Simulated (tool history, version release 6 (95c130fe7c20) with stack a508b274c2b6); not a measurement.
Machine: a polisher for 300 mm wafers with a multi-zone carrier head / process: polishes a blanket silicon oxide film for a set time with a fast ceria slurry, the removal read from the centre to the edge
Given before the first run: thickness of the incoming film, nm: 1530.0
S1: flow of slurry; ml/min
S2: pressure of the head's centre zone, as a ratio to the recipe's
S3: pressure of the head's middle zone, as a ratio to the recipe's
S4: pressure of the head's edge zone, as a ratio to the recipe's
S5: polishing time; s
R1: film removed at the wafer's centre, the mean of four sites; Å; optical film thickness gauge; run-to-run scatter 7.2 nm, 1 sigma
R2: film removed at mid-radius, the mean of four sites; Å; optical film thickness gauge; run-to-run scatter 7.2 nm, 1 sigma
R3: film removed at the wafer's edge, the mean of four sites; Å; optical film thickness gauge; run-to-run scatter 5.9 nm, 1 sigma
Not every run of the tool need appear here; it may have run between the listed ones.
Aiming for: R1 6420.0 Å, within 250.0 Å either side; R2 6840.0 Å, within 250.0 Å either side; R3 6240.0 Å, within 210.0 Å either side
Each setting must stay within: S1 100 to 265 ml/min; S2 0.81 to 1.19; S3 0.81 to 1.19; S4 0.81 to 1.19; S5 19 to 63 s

run 1 hour=0.0 | S1=170 S2=1.00 S3=1.00 S4=1.00 S5=41 | R1=5566.2 R2=5686.5 R3=5498.7
run 2 hour=1.8 | S1=170 S2=1.00 S3=0.94 S4=1.00 S5=41 | R1=5631.1 R2=5432.2 R3=5554.0
run 3 hour=7.9 | S1=180 S2=1.00 S3=0.96 S4=1.01 S5=41 | R1=5663.4 R2=5581.7 R3=5549.6
run 4 hour=13.9 | S1=180 S2=1.06 S3=0.96 S4=1.01 S5=41 | R1=5750.2 R2=5539.9 R3=5547.0
run 5 hour=21.1 | S1=180 S2=1.09 S3=0.96 S4=1.01 S5=41 | R1=5981.7 R2=5522.6 R3=5670.0
run 6 hour=29.0 | S1=180 S2=1.09 S3=0.96 S4=0.98 S5=41 | R1=6142.2 R2=5613.0 R3=5484.4
run 7 hour=29.9 | S1=185 S2=1.09 S3=0.98 S4=0.99 S5=41 | R1=6077.1 R2=5651.0 R3=5609.9
run 8 hour=38.7 | S1=190 S2=1.09 S3=1.00 S4=0.99 S5=41 | R1=6057.9 R2=5836.3 R3=5591.6
run 9 hour=43.2 | S1=195 S2=1.09 S3=1.01 S4=1.00 S5=41 | R1=6220.5 R2=5932.3 R3=5630.9
run 10 hour=48.8 | S1=200 S2=1.08 S3=1.02 S4=1.02 S5=41 | R1=6035.2 R2=5894.2 R3=5660.4
run 11 hour=55.1 | S1=200 S2=1.08 S3=1.02 S4=1.02 S5=41 | R1=6180.8 R2=5948.8 R3=5606.4
run 12 hour=59.7 | S1=200 S2=1.07 S3=1.03 S4=1.03 S5=42 | R1=6218.7 R2=6160.1 R3=5824.7
run 13 hour=67.0 | S1=200 S2=1.07 S3=1.03 S4=1.03 S5=42 | R1=6152.8 R2=6227.0 R3=5774.2
run 14 hour=73.7 | S1=205 S2=1.07 S3=1.03 S4=1.04 S5=42 | R1=6169.4 R2=6049.6 R3=5884.5

Consider the 4 candidate settings below. Which is the only one whose results all fall within their allowed miss of target?
run A hour=80.4 | S1=210 S2=1.03 S3=1.12 S4=1.00 S5=41 | R1=? R2=? R3=?
run B hour=80.4 | S1=185 S2=1.08 S3=0.91 S4=1.19 S5=43 | R1=? R2=? R3=?
run C hour=80.4 | S1=225 S2=1.02 S3=1.08 S4=1.04 S5=45 | R1=? R2=? R3=?
run D hour=80.4 | S1=250 S2=1.19 S3=0.95 S4=1.06 S5=40 | R1=? R2=? R3=?

move=A R1=5935.7 R2=6473.4 R3=5653.1
move=B R1=6330.9 R2=5596.1 R3=6324.0
move=C R1=6526.0 R2=6947.1 R3=6350.0
move=D R1=6649.6 R2=5604.9 R3=5752.5
A: an improvement on the last run, though not all results are within tolerance
B: the biggest miss grows against the last run
C: each result inside its tolerance
D: the biggest miss grows against the last run
C meets every target.
